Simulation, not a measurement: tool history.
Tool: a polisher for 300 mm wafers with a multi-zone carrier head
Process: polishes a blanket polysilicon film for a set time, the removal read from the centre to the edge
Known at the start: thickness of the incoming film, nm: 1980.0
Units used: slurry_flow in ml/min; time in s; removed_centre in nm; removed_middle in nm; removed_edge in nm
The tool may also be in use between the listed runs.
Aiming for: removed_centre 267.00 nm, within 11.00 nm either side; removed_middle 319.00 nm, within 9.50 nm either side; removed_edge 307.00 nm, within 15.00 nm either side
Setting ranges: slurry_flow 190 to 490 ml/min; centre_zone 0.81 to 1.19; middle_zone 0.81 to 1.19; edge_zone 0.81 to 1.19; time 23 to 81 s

run	hour	slurry_flow	centre_zone	middle_zone	edge_zone	time	removed_centre	removed_middle	removed_edge
1	0.0	315	1.00	1.00	1.00	52	262.67	264.64	262.71
2	5.8	315	1.00	1.00	1.07	52	260.20	260.44	263.45
3	12.6	260	1.00	1.00	1.07	52	251.74	258.89	265.79
4	14.2	255	0.99	1.01	1.07	53	258.70	267.74	267.37
5	18.2	250	0.97	1.01	1.08	54	257.66	268.02	277.50
6	27.0	250	0.97	1.01	1.08	42	194.85	210.01	213.36
7	35.2	245	0.96	1.02	1.08	44	206.23	220.09	221.30
8	41.1	290	0.86	1.12	1.18	58	246.55	320.42	311.87
9	43.0	290	0.87	1.12	1.18	58	247.56	319.65	304.84
10	46.4	290	0.88	1.12	1.18	58	253.47	320.37	314.69

Which of these 5 next moves meets every target?
A	49.8	280	0.90	1.08	1.07	60	?	?	?
B	49.8	275	0.94	1.13	0.99	62	?	?	?
C	49.8	235	1.06	1.18	0.89	57	?	?	?
D	49.8	340	0.97	1.18	0.95	54	?	?	?
E	49.8	335	1.00	1.10	1.12	52	?	?	?

move	removed_centre	removed_middle	removed_edge
A	265.31	318.11	301.77
B	285.80	340.93	302.53
C	289.74	318.47	263.86
D	263.47	315.25	264.10
E	261.03	285.28	269.88
A: every result lands within tolerance
B: the result that was furthest off in the last run now lies on the other side of its target
C: the result that was furthest off in the last run now lies on the other side of its target
D: the worst result of the last run now meets its target, but another is out of spec
E: the worst result of the last run now meets its target, but another is out of spec
Go with A: it meets all targets.
